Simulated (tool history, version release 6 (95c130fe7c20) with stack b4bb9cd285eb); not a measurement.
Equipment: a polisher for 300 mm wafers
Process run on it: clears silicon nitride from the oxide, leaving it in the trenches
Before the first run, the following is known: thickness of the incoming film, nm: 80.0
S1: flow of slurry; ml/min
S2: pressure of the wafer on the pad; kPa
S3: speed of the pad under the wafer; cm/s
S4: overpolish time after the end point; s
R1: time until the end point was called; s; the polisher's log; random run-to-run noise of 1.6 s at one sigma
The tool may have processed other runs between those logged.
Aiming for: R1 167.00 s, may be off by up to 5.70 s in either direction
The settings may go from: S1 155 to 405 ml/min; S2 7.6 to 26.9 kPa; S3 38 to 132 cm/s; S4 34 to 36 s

Run 1, hour 0.0: S1 260 ml/min, S2 17.2 kPa, S3 84 cm/s, S4 34 s. Result: R1 142.61 s.
Run 2, hour 1.0: S1 260 ml/min, S2 15.9 kPa, S3 84 cm/s, S4 34 s. Result: R1 154.78 s.
Run 3, hour 9.6: S1 260 ml/min, S2 15.9 kPa, S3 84 cm/s, S4 36 s. Result: R1 153.28 s.
Run 4, hour 16.2: S1 260 ml/min, S2 17.2 kPa, S3 84 cm/s, S4 36 s. Result: R1 143.79 s.
At hour 24.1: worn pad replaced by a new one.
Run 5, hour 24.1: S1 260 ml/min, S2 16.5 kPa, S3 84 cm/s, S4 36 s. Result: R1 140.20 s.
Run 6, hour 31.9: S1 280 ml/min, S2 16.5 kPa, S3 84 cm/s, S4 36 s. Result: R1 138.66 s.
Run 7, hour 33.7: S1 270 ml/min, S2 16.5 kPa, S3 84 cm/s, S4 36 s. Result: R1 138.47 s.
Run 8, hour 36.1: S1 260 ml/min, S2 16.5 kPa, S3 84 cm/s, S4 36 s. Result: R1 139.62 s.
Run 9, hour 41.2: S1 260 ml/min, S2 15.9 kPa, S3 84 cm/s, S4 36 s. Result: R1 143.23 s.
Run 10, hour 44.5: S1 260 ml/min, S2 15.2 kPa, S3 84 cm/s, S4 36 s. Result: R1 149.42 s.
Run 11, hour 50.5: S1 255 ml/min, S2 15.2 kPa, S3 84 cm/s, S4 36 s. Result: R1 149.29 s.
Run 12, hour 55.6: S1 250 ml/min, S2 14.5 kPa, S3 84 cm/s, S4 36 s. Result: R1 153.80 s.

Which single option among these 5 for the next run brings every result within its allowed miss of target? Just one does.
Run A, hour 60.7: S1 305 ml/min, S2 13.8 kPa, S3 72 cm/s, S4 34 s. Result: R1 ?.
Run B, hour 60.7: S1 210 ml/min, S2 16.5 kPa, S3 64 cm/s, S4 34 s. Result: R1 ?.
Run C, hour 60.7: S1 220 ml/min, S2 15.9 kPa, S3 74 cm/s, S4 34 s. Result: R1 ?.
Run D, hour 60.7: S1 210 ml/min, S2 13.1 kPa, S3 96 cm/s, S4 34 s. Result: R1 ?.
Run E, hour 60.7: S1 290 ml/min, S2 13.8 kPa, S3 90 cm/s, S4 36 s. Result: R1 ?.

move      R1
   A  183.98
   B  183.58
   C  164.52
   D  148.81
   E  148.74
A: carries the result that was furthest off beyond its target, to the other side
B: carries the result that was furthest off beyond its target, to the other side
C: every result lands within tolerance
D: lands further from the targets than the last run did
E: lands further from the targets than the last run did
The right move is C.
